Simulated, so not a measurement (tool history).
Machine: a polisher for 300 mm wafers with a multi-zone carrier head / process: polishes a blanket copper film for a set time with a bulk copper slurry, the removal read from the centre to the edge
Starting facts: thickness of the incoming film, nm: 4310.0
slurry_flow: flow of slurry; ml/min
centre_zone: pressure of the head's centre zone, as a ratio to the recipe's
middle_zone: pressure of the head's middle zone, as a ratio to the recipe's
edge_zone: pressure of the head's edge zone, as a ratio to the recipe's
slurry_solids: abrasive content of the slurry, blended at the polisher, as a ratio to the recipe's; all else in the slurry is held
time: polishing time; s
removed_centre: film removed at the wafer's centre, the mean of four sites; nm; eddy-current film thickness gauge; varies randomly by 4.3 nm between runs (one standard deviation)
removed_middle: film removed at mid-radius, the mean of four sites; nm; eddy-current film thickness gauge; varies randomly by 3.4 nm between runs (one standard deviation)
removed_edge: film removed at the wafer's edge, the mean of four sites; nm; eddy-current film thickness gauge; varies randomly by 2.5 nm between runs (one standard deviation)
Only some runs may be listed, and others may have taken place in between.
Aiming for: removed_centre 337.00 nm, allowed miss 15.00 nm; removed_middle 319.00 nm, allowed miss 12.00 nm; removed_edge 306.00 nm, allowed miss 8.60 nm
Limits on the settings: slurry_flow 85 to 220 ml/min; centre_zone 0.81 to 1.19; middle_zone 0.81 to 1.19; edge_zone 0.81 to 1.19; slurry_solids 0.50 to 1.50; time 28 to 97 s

run	hour	slurry_flow	centre_zone	middle_zone	edge_zone	slurry_solids	time	removed_centre	removed_middle	removed_edge
1	0.0	140	1.00	1.00	1.00	1.00	62	519.27	595.89	582.02
2	4.6	110	1.00	1.00	1.00	1.00	62	520.56	565.71	569.62
3	9.9	110	1.05	1.00	1.00	1.00	62	519.23	564.22	566.54
4	15.9	105	1.10	0.98	0.94	0.90	54	467.22	470.76	465.04
5	23.1	105	1.10	0.98	0.94	0.90	43	378.25	374.84	376.80
6	25.0	105	1.11	0.98	0.91	0.80	42	363.03	353.80	351.75
7	25.6	105	1.12	0.98	0.88	0.75	42	358.68	350.63	337.65
8	29.6	105	1.12	0.97	0.86	0.70	42	351.91	340.34	326.29

5 candidate next runs follow, results not yet known. Just one meets every target within its allowed miss. Identify it.
A	33.6	130	1.11	0.93	0.81	0.75	38	?	?	?
B	33.6	115	1.12	0.96	0.84	0.80	43	?	?	?
C	33.6	105	1.16	1.04	0.81	0.70	41	?	?	?
D	33.6	105	1.09	1.09	0.84	0.85	39	?	?	?
E	33.6	85	1.13	0.92	1.01	0.65	43	?	?	?

move	removed_centre	removed_middle	removed_edge
A	333.30	313.39	305.51
B	377.15	361.77	351.03
C	355.21	352.33	315.75
D	331.40	364.45	318.55
E	340.40	314.84	351.33
A: hits every target within its allowed miss
B: the biggest miss grows against the last run
C: the biggest miss grows against the last run
D: the biggest miss grows against the last run
E: the biggest miss grows against the last run
Move A is the one to make.
